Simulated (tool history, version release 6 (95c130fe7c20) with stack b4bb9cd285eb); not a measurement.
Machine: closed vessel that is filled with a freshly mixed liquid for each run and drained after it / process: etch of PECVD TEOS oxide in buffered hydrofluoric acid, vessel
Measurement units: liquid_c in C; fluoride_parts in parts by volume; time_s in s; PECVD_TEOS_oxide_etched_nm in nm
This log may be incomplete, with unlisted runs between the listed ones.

run,hour,liquid_c,fluoride_parts,time_s,PECVD_TEOS_oxide_etched_nm
1,0.0,22.0,13.0,95,199.85
2,2.0,21.0,13.0,95,189.70
3,5.3,21.0,11.0,95,221.00
4,6.2,21.0,11.0,105,246.73
5,13.6,21.0,12.5,105,217.20
6,14.5,19.5,12.5,105,198.82
7,22.2,18.5,12.5,105,188.98

The next listed run, before its measurement:
8,23.2,18.0,12.5,105,?

Run 8 came out at PECVD_TEOS_oxide_etched_nm 181.97 nm.
